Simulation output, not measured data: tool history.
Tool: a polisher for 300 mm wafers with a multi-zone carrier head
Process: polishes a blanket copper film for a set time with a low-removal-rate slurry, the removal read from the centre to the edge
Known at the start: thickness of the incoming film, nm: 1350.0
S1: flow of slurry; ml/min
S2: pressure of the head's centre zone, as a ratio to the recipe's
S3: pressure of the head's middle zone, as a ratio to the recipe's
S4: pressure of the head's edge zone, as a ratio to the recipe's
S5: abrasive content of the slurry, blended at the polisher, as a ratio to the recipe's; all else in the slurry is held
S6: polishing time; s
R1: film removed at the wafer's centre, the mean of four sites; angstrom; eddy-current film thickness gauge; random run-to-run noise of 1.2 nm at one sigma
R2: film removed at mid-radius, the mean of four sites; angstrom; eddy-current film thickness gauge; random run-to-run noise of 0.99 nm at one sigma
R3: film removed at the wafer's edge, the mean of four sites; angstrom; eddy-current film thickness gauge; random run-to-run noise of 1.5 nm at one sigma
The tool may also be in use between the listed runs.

run  hour   S1    S2    S3  S4    S5  S6      R1      R2      R3
  1     0  165     1     1   1     1  62  1259.2  1301.5  1319.1
  2   8.5  165     1     1   1     1  70  1408.4  1460.7  1468.8
  3  12.7  165     1     1   1  0.85  70  1382.3  1428.5  1454.2
  4  15.2  165     1     1   1  0.65  70  1334.3  1373.8  1388.2
  5  18.1  165     1     1   1  0.65  76  1432.6  1456.2  1484.7
  6    19  165  1.05     1   1  0.65  76  1522.6  1484.5  1496.8
  7  26.8  165  1.05     1   1  0.65  76  1535.8  1491.4    1517
  8  34.1  155  1.01  0.97   1   0.6  75  1409.2    1415    1473

Run 9 is up next; what results do you expect?
  9  39.3  115  0.91  0.87  1.03  0.5  64   ?   ?   ?

Logged for run 9: R1 981.51 angstrom, R2 987.87 angstrom, R3 1150.6 angstrom.
